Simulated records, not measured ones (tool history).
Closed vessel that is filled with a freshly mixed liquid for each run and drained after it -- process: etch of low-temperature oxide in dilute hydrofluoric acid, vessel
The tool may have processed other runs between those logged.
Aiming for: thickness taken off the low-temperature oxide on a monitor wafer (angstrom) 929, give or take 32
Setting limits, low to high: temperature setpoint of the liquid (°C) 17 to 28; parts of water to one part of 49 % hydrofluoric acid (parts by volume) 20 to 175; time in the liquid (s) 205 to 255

| run | hour | temperature setpoint of the liquid (°C) | parts of water to one part of 49 % hydrofluoric acid (parts by volume) | time in the liquid (s) | thickness taken off the low-temperature oxide on a monitor wafer (angstrom) |
|---|---|---|---|---|---|
| 1 | 0 | 20 | 95 | 255 | 329.65 |
| 2 | 1 | 22 | 80 | 255 | 422.98 |
| 3 | 6.5 | 23.5 | 65 | 255 | 569.4 |
| 4 | 10.4 | 23.5 | 65 | 255 | 561.87 |
| 5 | 11.4 | 26 | 65 | 255 | 629.79 |
| 6 | 14.1 | 26 | 30 | 255 | 1428.9 |
| 7 | 23.3 | 24 | 30 | 255 | 1312.3 |
| 8 | 27.9 | 24 | 30 | 255 | 1337.6 |
| 9 | 35.6 | 24 | 30 | 255 | 1307.7 |
| 10 | 44.6 | 22.5 | 35 | 255 | 1042.7 |
| 11 | 49.3 | 22 | 35 | 255 | 1021.5 |
| 12 | 54 | 21.5 | 35 | 255 | 998.52 |
| 13 | 57.1 | 21 | 35 | 255 | 993.04 |
| 14 | 60.9 | 20.5 | 35 | 255 | 962.23 |

Pick the move, out of 5, that brings all results within their allowed miss; only one does.
| A | 64.7 | 17.5 | 30 | 240 | ? |
| B | 64.7 | 21 | 35 | 255 | ? |
| C | 64.7 | 18.5 | 30 | 245 | ? |
| D | 64.7 | 21 | 30 | 215 | ? |
| E | 64.7 | 22 | 35 | 250 | ? |

| move | thickness taken off the low-temperature oxide on a monitor wafer (angstrom) |
|---|---|
| A | 953.93 |
| B | 1004.8 |
| C | 1017.3 |
| D | 994.54 |
| E | 1027.8 |
A: every result lands within tolerance
B: its largest miss is bigger than the last run's
C: its largest miss is bigger than the last run's
D: its largest miss is bigger than the last run's
E: its largest miss is bigger than the last run's
Go with A: it meets all targets.
